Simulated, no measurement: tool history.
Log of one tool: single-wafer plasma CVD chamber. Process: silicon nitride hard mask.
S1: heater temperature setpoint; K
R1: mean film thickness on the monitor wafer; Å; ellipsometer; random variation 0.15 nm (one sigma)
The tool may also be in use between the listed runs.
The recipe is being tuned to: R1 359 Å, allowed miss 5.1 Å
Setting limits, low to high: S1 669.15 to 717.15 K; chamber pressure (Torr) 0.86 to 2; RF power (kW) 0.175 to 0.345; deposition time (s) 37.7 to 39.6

{"run": 1, "day": 0.0, "S1": 693.15, "chamber pressure (Torr)": 1.43, "RF power (kW)": 0.26, "deposition time (s)": 39.6, "R1": 383.35}
{"run": 2, "day": 0.3, "S1": 693.15, "chamber pressure (Torr)": 1.4, "RF power (kW)": 0.26, "deposition time (s)": 39.6, "R1": 381.1}
{"run": 3, "day": 0.35, "S1": 693.15, "chamber pressure (Torr)": 1.49, "RF power (kW)": 0.26, "deposition time (s)": 39.6, "R1": 386.38}
{"run": 4, "day": 0.517, "S1": 693.15, "chamber pressure (Torr)": 1.45, "RF power (kW)": 0.26, "deposition time (s)": 39.6, "R1": 383.25}
{"run": 5, "day": 0.65, "S1": 693.15, "chamber pressure (Torr)": 1.45, "RF power (kW)": 0.26, "deposition time (s)": 39.6, "R1": 383.55}
{"run": 6, "day": 0.8, "S1": 693.15, "chamber pressure (Torr)": 1.42, "RF power (kW)": 0.26, "deposition time (s)": 39.6, "R1": 382.98}
{"run": 7, "day": 1.004, "S1": 693.15, "chamber pressure (Torr)": 1.39, "RF power (kW)": 0.26, "deposition time (s)": 39.6, "R1": 379.13}
{"run": 8, "day": 1.254, "S1": 693.15, "chamber pressure (Torr)": 1.37, "RF power (kW)": 0.26, "deposition time (s)": 39.6, "R1": 378.39}
{"run": 9, "day": 1.5, "S1": 693.15, "chamber pressure (Torr)": 1.34, "RF power (kW)": 0.26, "deposition time (s)": 39.6, "R1": 374.48}
{"run": 10, "day": 1.688, "S1": 693.15, "chamber pressure (Torr)": 1.32, "RF power (kW)": 0.26, "deposition time (s)": 39.6, "R1": 373.95}
{"run": 11, "day": 1.962, "S1": 693.15, "chamber pressure (Torr)": 1.3, "RF power (kW)": 0.26, "deposition time (s)": 39.6, "R1": 371.23}
{"run": 12, "day": 2.175, "S1": 693.15, "chamber pressure (Torr)": 1.3, "RF power (kW)": 0.26, "deposition time (s)": 39.6, "R1": 371.96}
{"run": 13, "day": 2.321, "S1": 693.15, "chamber pressure (Torr)": 1.28, "RF power (kW)": 0.26, "deposition time (s)": 39.6, "R1": 369.83}

Which of these 4 next moves meets every target?
{"run": "A", "day": 2.467, "S1": 698.15, "chamber pressure (Torr)": 1.38, "RF power (kW)": 0.27, "deposition time (s)": 39.3, "R1": "?"}
{"run": "B", "day": 2.467, "S1": 695.15, "chamber pressure (Torr)": 1.33, "RF power (kW)": 0.26, "deposition time (s)": 37.9, "R1": "?"}
{"run": "C", "day": 2.467, "S1": 692.15, "chamber pressure (Torr)": 1.33, "RF power (kW)": 0.27, "deposition time (s)": 39.3, "R1": "?"}
{"run": "D", "day": 2.467, "S1": 691.15, "chamber pressure (Torr)": 1.4, "RF power (kW)": 0.27, "deposition time (s)": 38.9, "R1": "?"}

move=A R1=386.53
move=B R1=358.51
move=C R1=383.5
move=D R1=385.57
A: its largest miss is bigger than the last run's
B: all results land within tolerance of their targets
C: its largest miss is bigger than the last run's
D: its largest miss is bigger than the last run's
Correct choice: B, which meets every target

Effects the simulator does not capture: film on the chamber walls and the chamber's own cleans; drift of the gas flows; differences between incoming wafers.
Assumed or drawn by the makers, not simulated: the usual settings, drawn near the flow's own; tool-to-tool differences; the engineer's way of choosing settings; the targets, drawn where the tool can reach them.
